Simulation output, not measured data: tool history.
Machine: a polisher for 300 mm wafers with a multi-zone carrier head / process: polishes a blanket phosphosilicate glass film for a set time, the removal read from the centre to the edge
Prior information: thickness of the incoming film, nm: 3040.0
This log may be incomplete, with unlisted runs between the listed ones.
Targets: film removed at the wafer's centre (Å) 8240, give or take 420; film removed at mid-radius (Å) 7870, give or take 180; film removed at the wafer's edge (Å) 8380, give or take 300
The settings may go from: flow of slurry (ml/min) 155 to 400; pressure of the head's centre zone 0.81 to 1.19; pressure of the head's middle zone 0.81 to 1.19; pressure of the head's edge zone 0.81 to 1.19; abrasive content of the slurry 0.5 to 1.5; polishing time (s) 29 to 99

run,day,flow of slurry (ml/min),pressure of the head's centre zone,pressure of the head's middle zone,pressure of the head's edge zone,abrasive content of the slurry,polishing time (s),film removed at the wafer's centre (Å),film removed at mid-radius (Å),film removed at the wafer's edge (Å)
1,0,255,1,1,1,1,64,5803.7,5848.6,5996.2
2,0.154,260,1.03,1.02,1.05,1.15,64,6505,6241.7,6415
3,0.488,260,1.03,1.02,1.08,1.15,64,6328.3,6268.2,6399.5
4,0.646,295,1.03,1.02,1.08,1.15,64,6646.4,6359.8,6547.6
5,0.804,310,1.02,1.02,1.1,1.25,65,6630.8,6750.8,6764.3
6,0.862,310,1.02,1.02,1.1,1.25,81,8563.9,8378.8,8681.9
7,1.017,305,1.02,1.01,1.09,1.25,81,8316,8316.1,8620.4
8,1.354,300,1.03,1,1.08,1.25,81,8639.5,8174,8550.9
9,1.679,295,1.02,0.99,1.08,1.25,81,8320.7,8050.8,8559.5

Next run, 5 choices. One meets every target within its allowed miss, the rest don't. Which?
A,2.004,300,1.04,1,1.16,1.5,73,?,?,?
B,2.004,325,1.13,1.03,1.03,1.35,78,?,?,?
C,2.004,215,1.01,0.89,0.95,1.05,99,?,?,?
D,2.004,250,1.01,1.07,1.06,1.2,82,?,?,?
E,2.004,305,1.12,0.92,0.97,1.25,83,?,?,?

move,film removed at the wafer's centre (Å),film removed at mid-radius (Å),film removed at the wafer's edge (Å)
A,8282.1,7931.9,8327.8
B,9359.7,8410.6,8255.3
C,9127.3,8342.8,8941.2
D,8155.8,8464.5,8215.4
E,9528.7,7986.4,8335.9
A: each result inside its tolerance
B: misses by more than the last run did
C: misses by more than the last run did
D: misses by more than the last run did
E: brings the last run's worst result on target, with another outside its allowed miss
Correct choice: A, which meets every target
